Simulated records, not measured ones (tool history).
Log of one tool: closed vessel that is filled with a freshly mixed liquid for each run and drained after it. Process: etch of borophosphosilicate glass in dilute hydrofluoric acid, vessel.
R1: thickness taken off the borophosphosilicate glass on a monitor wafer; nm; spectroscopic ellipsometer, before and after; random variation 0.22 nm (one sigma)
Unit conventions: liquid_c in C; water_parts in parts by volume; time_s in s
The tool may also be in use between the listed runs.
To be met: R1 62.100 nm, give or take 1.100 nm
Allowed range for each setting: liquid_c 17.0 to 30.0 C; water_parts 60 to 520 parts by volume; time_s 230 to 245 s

{"run": 1, "hour": 0.0, "liquid_c": 22.0, "water_parts": 290, "time_s": 230, "R1": 27.104}
{"run": 2, "hour": 8.7, "liquid_c": 25.0, "water_parts": 290, "time_s": 230, "R1": 30.433}
{"run": 3, "hour": 11.7, "liquid_c": 25.0, "water_parts": 370, "time_s": 230, "R1": 21.895}
{"run": 4, "hour": 19.1, "liquid_c": 26.0, "water_parts": 370, "time_s": 230, "R1": 22.698}
{"run": 5, "hour": 24.5, "liquid_c": 26.0, "water_parts": 275, "time_s": 230, "R1": 33.63}
{"run": 6, "hour": 32.3, "liquid_c": 26.0, "water_parts": 335, "time_s": 230, "R1": 25.88}
{"run": 7, "hour": 41.1, "liquid_c": 27.0, "water_parts": 290, "time_s": 230, "R1": 32.345}
{"run": 8, "hour": 47.5, "liquid_c": 28.0, "water_parts": 255, "time_s": 230, "R1": 39.459}
{"run": 9, "hour": 51.5, "liquid_c": 28.5, "water_parts": 230, "time_s": 230, "R1": 45.677}
{"run": 10, "hour": 57.9, "liquid_c": 29.0, "water_parts": 215, "time_s": 230, "R1": 51.021}
{"run": 11, "hour": 61.2, "liquid_c": 29.5, "water_parts": 205, "time_s": 230, "R1": 55.072}
{"run": 12, "hour": 62.4, "liquid_c": 29.5, "water_parts": 200, "time_s": 230, "R1": 56.512}
{"run": 13, "hour": 67.5, "liquid_c": 29.5, "water_parts": 195, "time_s": 230, "R1": 58.738}
{"run": 14, "hour": 73.1, "liquid_c": 30.0, "water_parts": 185, "time_s": 230, "R1": 63.553}

Below are 5 possible settings for the next run. Only one of them brings all results inside the allowed miss of their targets. Which is it?
{"run": "A", "hour": 78.7, "liquid_c": 28.5, "water_parts": 170, "time_s": 230, "R1": "?"}
{"run": "B", "hour": 78.7, "liquid_c": 29.5, "water_parts": 190, "time_s": 245, "R1": "?"}
{"run": "C", "hour": 78.7, "liquid_c": 26.5, "water_parts": 170, "time_s": 230, "R1": "?"}
{"run": "D", "hour": 78.7, "liquid_c": 29.5, "water_parts": 180, "time_s": 230, "R1": "?"}
{"run": "E", "hour": 78.7, "liquid_c": 28.5, "water_parts": 175, "time_s": 235, "R1": "?"}

move=A R1=66.761
move=B R1=64.324
move=C R1=62.081
move=D R1=64.534
move=E R1=65.857
A: further off than the last run
B: further off than the last run
C: hits every target within its allowed miss
D: further off than the last run
E: further off than the last run
So the answer is move C, the one that meets all the targets.

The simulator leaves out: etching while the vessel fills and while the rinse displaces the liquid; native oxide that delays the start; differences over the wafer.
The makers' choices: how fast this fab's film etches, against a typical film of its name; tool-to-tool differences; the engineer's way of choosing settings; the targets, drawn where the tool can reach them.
